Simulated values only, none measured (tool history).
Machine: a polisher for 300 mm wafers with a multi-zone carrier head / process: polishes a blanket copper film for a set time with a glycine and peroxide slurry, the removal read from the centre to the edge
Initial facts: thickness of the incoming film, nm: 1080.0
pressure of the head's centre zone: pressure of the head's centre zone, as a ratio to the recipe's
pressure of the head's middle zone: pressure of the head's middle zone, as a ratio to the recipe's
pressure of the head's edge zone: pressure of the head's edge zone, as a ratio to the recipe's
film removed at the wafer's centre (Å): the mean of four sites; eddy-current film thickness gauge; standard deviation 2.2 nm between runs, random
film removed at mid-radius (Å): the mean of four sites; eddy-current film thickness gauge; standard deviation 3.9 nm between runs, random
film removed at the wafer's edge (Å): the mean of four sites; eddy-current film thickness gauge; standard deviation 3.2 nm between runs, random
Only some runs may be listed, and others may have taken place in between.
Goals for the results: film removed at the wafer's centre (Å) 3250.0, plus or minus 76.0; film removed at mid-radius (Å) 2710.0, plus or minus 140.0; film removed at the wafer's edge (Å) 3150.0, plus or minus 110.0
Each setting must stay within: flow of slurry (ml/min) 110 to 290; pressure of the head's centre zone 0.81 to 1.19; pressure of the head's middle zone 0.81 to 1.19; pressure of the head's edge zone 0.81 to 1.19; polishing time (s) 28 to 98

run,hour,flow of slurry (ml/min),pressure of the head's centre zone,pressure of the head's middle zone,pressure of the head's edge zone,polishing time (s),film removed at the wafer's centre (Å),film removed at mid-radius (Å),film removed at the wafer's edge (Å)
1,0.0,185,1.00,1.00,1.00,63,4512.6,4711.9,4555.0
2,1.8,185,1.00,1.05,1.00,63,4516.7,4945.2,4602.7
3,8.0,185,1.00,1.05,0.96,63,4532.8,4845.7,4448.9
4,14.2,185,1.06,1.05,0.96,63,4818.1,4951.8,4466.7
5,20.7,180,1.06,1.01,0.96,60,4583.5,4520.9,4255.8
6,24.9,155,1.06,1.01,0.96,60,4392.3,4279.0,4187.6
7,28.2,125,1.04,0.91,0.90,42,2823.1,2621.1,2714.8
8,29.9,135,1.05,0.90,0.92,42,2939.1,2632.7,2761.3
9,33.4,140,1.05,0.89,0.95,42,2976.7,2606.1,2886.7
10,40.6,145,1.05,0.89,0.96,42,3024.2,2681.7,2880.2

Of the 5 settings listed for the next run, only one would bring every result within its allowed miss of target. Which one?
A,47.8,110,1.04,0.87,1.05,46,?,?,?
B,47.8,115,0.90,0.82,0.96,47,?,?,?
C,47.8,115,1.13,0.87,1.07,46,?,?,?
D,47.8,175,0.97,0.92,0.81,41,?,?,?
E,47.8,120,1.06,0.87,0.88,45,?,?,?

move,film removed at the wafer's centre (Å),film removed at mid-radius (Å),film removed at the wafer's edge (Å)
A,2979.7,2659.7,3094.5
B,2704.0,2627.0,3058.5
C,3272.4,2695.6,3153.5
D,2833.7,2783.2,2646.9
E,3059.2,2672.1,2835.3
A: moves away from the targets compared with the last run
B: moves away from the targets compared with the last run
C: meets every target
D: moves away from the targets compared with the last run
E: as far off as the last run
Move C is the one to make.
